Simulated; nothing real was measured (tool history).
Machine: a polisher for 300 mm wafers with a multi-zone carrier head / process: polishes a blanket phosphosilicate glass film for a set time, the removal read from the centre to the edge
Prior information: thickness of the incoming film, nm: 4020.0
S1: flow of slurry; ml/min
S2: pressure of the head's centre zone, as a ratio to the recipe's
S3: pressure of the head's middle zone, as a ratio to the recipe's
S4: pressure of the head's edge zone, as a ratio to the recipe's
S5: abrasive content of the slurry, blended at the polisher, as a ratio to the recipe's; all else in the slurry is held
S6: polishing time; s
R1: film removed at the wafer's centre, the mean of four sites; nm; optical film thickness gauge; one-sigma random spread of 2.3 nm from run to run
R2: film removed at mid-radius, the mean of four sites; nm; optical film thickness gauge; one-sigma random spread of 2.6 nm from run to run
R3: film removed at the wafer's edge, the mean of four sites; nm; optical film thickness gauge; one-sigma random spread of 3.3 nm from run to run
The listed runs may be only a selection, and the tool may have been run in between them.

run	hour	S1	S2	S3	S4	S5	S6	R1	R2	R3
1	0.0	270	1.00	1.00	1.00	1.00	90	420.66	432.93	436.83
2	3.6	265	0.98	0.97	0.96	0.85	90	364.86	363.69	375.16
3	10.4	255	0.96	0.95	0.92	0.85	90	361.33	360.28	366.24
4	16.2	255	1.02	0.95	0.92	0.85	90	375.61	362.17	367.96
5	17.1	245	0.98	0.93	0.89	0.85	90	367.75	344.59	365.50
6	19.3	250	0.95	0.93	0.88	0.80	90	339.40	335.54	341.10

For run 7, what comes out?
7	27.6	245	0.93	0.92	0.87	0.80	90	?	?	?

R1: 331.24 nm
R2: 331.58 nm
R3: 339.86 nm

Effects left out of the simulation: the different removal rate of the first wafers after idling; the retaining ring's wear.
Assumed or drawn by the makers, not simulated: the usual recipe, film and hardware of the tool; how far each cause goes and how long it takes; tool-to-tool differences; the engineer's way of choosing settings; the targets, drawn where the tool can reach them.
